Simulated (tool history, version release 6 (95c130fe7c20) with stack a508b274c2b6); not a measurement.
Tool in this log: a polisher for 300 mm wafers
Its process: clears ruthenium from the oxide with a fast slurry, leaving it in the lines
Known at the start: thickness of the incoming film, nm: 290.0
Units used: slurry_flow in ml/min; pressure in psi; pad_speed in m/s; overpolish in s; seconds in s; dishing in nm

| run | hour | slurry_flow | pressure | pad_speed | slurry_solids | overpolish | seconds | dishing |
|---|---|---|---|---|---|---|---|---|
| 1 | 0 | 160 | 1.8 | 1.02 | 1 | 24 | 117.89 | 36.362 |
| 2 | 4.4 | 160 | 1.5 | 0.92 | 1 | 28 | 150.02 | 34.32 |
| 3 | 9.3 | 160 | 1.5 | 0.82 | 1 | 28 | 169.84 | 30.823 |
| 4 | 11.9 | 160 | 1.3 | 0.78 | 1 | 32 | 197.68 | 30.872 |
| 5 | 13.1 | 140 | 1.3 | 0.78 | 1 | 32 | 201.12 | 30.487 |
| 6 | 19 | 140 | 1.5 | 0.78 | 1 | 32 | 179.09 | 33.946 |
| 7 | 22.8 | 140 | 1.3 | 0.76 | 1 | 34 | 206.84 | 30.135 |

Run 8 is up next; what results do you expect?
| 8 | 27.1 | 140 | 1.2 | 0.74 | 1 | 38 | ? | ? |

seconds: 236.37 s
dishing: 30.988 nm
